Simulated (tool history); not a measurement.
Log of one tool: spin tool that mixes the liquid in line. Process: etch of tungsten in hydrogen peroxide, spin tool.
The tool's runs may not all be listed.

| run | hour | temperature setpoint of the liquid (K) | concentration of hydrogen peroxide in the mixed liquid (% by weight) | time under the liquid (s) | thickness taken off the tungsten on a monitor wafer (Å) |
|---|---|---|---|---|---|
| 1 | 0 | 324.15 | 25.5 | 45 | 1005.4 |
| 2 | 5.3 | 328.15 | 25.5 | 45 | 1266.8 |
| 3 | 8.6 | 331.15 | 25.5 | 45 | 1533.6 |
| 4 | 11.1 | 331.15 | 27.5 | 45 | 1590.9 |
| 5 | 16.9 | 338.15 | 27.5 | 45 | 2395.3 |
| 6 | 25.7 | 338.15 | 25 | 45 | 2229.8 |

Run 7 comes next. What will it give?
| 7 | 30.3 | 337.65 | 25 | 45 | ? |

{"run 7": {"thickness taken off the tungsten on a monitor wafer (Å)": 2152}}
